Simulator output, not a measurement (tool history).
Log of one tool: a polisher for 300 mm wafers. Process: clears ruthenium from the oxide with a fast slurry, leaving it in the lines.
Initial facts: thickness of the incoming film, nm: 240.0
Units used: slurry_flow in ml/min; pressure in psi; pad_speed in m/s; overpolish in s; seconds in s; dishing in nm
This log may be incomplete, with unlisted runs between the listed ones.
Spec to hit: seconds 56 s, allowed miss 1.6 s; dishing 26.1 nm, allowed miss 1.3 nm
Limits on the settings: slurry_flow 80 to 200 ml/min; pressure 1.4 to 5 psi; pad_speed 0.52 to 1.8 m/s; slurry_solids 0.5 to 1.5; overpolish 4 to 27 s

| run | hour | slurry_flow | pressure | pad_speed | slurry_solids | overpolish | seconds | dishing |
|---|---|---|---|---|---|---|---|---|
| 1 | 0 | 130 | 3.2 | 1.16 | 1 | 14 | 50.228 | 24.994 |
| 2 | 0.7 | 130 | 3.7 | 1.16 | 1 | 14 | 44.615 | 26.079 |
| 3 | 2.6 | 120 | 3.5 | 1.16 | 1 | 15 | 48.356 | 25.311 |
| 4 | 9.8 | 120 | 3.5 | 1.16 | 1 | 13 | 47.616 | 24.716 |
|  | 18 | head pressure recalibrated |
| 5 | 18 | 115 | 3.4 | 1.16 | 1 | 15 | 46.519 | 25.783 |
| 6 | 21 | 135 | 3.4 | 1.16 | 1 | 15 | 43.156 | 26.124 |
| 7 | 27.1 | 100 | 3 | 1.16 | 1 | 19 | 51.714 | 26.144 |
| 8 | 33.6 | 95 | 2.9 | 1.16 | 1 | 20 | 53.867 | 26.129 |

Exercise: of the 5 proposed moves below, exactly one satisfies all targets within the stated allowed misses. Which move is it?
| A | 40.1 | 100 | 2.7 | 1.22 | 1.1 | 22 | ? | ? |
| B | 40.1 | 110 | 3 | 1.16 | 0.95 | 21 | ? | ? |
| C | 40.1 | 80 | 3.2 | 1.2 | 1.05 | 20 | ? | ? |
| D | 40.1 | 95 | 4.6 | 0.88 | 0.9 | 14 | ? | ? |
| E | 40.1 | 125 | 2.6 | 1.12 | 1 | 21 | ? | ? |

| move | seconds | dishing |
|---|---|---|
| A | 51.763 | 26.913 |
| B | 51.212 | 26.814 |
| C | 50.711 | 26.695 |
| D | 49.645 | 25.165 |
| E | 55.828 | 26.535 |
A: further off than the last run
B: further off than the last run
C: further off than the last run
D: further off than the last run
E: each result inside its tolerance
Answer: E

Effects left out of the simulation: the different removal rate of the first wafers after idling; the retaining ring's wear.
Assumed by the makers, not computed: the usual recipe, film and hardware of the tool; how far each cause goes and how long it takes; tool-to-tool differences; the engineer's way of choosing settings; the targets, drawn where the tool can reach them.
